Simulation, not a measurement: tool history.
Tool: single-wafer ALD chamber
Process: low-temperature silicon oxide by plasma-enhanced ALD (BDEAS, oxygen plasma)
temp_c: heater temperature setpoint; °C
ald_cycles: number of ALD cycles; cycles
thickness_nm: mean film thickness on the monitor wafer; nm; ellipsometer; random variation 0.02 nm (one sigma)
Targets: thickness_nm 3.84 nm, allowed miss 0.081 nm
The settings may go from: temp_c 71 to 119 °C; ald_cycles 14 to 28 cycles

{"run": 1, "hour": 0.0, "temp_c": 95, "ald_cycles": 21, "thickness_nm": 2.8726}
{"run": 2, "hour": 2.8, "temp_c": 95, "ald_cycles": 19, "thickness_nm": 2.5921}
{"run": 3, "hour": 3.6, "temp_c": 92, "ald_cycles": 20, "thickness_nm": 2.7695}
{"run": 4, "hour": 10.2, "temp_c": 92, "ald_cycles": 21, "thickness_nm": 2.9116}
{"run": 5, "hour": 10.9, "temp_c": 90, "ald_cycles": 22, "thickness_nm": 3.0669}
{"run": 6, "hour": 17.4, "temp_c": 90, "ald_cycles": 19, "thickness_nm": 2.6553}
{"run": 7, "hour": 22.9, "temp_c": 87, "ald_cycles": 20, "thickness_nm": 2.811}
{"run": 8, "hour": 31.0, "temp_c": 85, "ald_cycles": 21, "thickness_nm": 2.9793}
{"run": 9, "hour": 39.1, "temp_c": 83, "ald_cycles": 22, "thickness_nm": 3.1712}
{"run": 10, "hour": 42.0, "temp_c": 82, "ald_cycles": 23, "thickness_nm": 3.3182}
{"run": 11, "hour": 50.4, "temp_c": 81, "ald_cycles": 23, "thickness_nm": 3.2873}
{"run": 12, "hour": 59.2, "temp_c": 80, "ald_cycles": 24, "thickness_nm": 3.4814}

4 next moves are on the table. One of them brings every result within its allowed miss. Which?
{"run": "A", "hour": 68.0, "temp_c": 77, "ald_cycles": 26, "thickness_nm": "?"}
{"run": "B", "hour": 68.0, "temp_c": 88, "ald_cycles": 24, "thickness_nm": "?"}
{"run": "C", "hour": 68.0, "temp_c": 82, "ald_cycles": 28, "thickness_nm": "?"}
{"run": "D", "hour": 68.0, "temp_c": 73, "ald_cycles": 27, "thickness_nm": "?"}

move=A thickness_nm=3.8029
move=B thickness_nm=3.3649
move=C thickness_nm=4.0183
move=D thickness_nm=4.0087
A: meets every target
B: further off than the last run
C: takes the result that was furthest off past its target
D: takes the result that was furthest off past its target
Answer: A

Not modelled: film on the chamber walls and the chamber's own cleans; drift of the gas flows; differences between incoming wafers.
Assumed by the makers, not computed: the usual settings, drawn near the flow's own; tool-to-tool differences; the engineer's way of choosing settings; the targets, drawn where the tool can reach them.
